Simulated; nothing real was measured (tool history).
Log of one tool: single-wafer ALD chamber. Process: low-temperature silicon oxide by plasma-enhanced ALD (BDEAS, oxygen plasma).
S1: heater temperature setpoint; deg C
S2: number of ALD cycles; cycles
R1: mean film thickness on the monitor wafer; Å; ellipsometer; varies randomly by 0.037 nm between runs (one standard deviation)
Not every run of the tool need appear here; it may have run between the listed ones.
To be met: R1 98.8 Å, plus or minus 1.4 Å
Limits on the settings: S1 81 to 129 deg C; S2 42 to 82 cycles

| run | hour | S1 | S2 | R1 |
|---|---|---|---|---|
| 1 | 0 | 105 | 62 | 78.66 |
| 2 | 3.2 | 96 | 62 | 81.652 |
| 3 | 5.2 | 101 | 62 | 80.072 |
| 4 | 7.3 | 101 | 56 | 72.812 |
|  | 11.4 | thermocouple changed; heater temperature recalibrated |
| 5 | 11.4 | 99 | 58 | 74.253 |
| 6 | 12 | 98 | 60 | 76.545 |
| 7 | 18.3 | 98 | 62 | 79.323 |
| 8 | 25.9 | 98 | 64 | 81.696 |
| 9 | 32.6 | 97 | 66 | 85.211 |

Which one of the following 5 next-run settings gets every result inside its allowed miss? There is exactly one.
| A | 39.3 | 91 | 78 | ? |
| B | 39.3 | 97 | 73 | ? |
| C | 39.3 | 100 | 60 | ? |
| D | 39.3 | 98 | 60 | ? |
| E | 39.3 | 89 | 74 | ? |

| move | R1 |
|---|---|
| A | 103.54 |
| B | 94.603 |
| C | 76.81 |
| D | 77.441 |
| E | 99.01 |
A: takes the biggest miss from the last run beyond its target
B: nearer than the last run, and not there yet
C: further off than the last run
D: further off than the last run
E: all results land within tolerance of their targets
So the answer is move E, the one that meets all the targets.
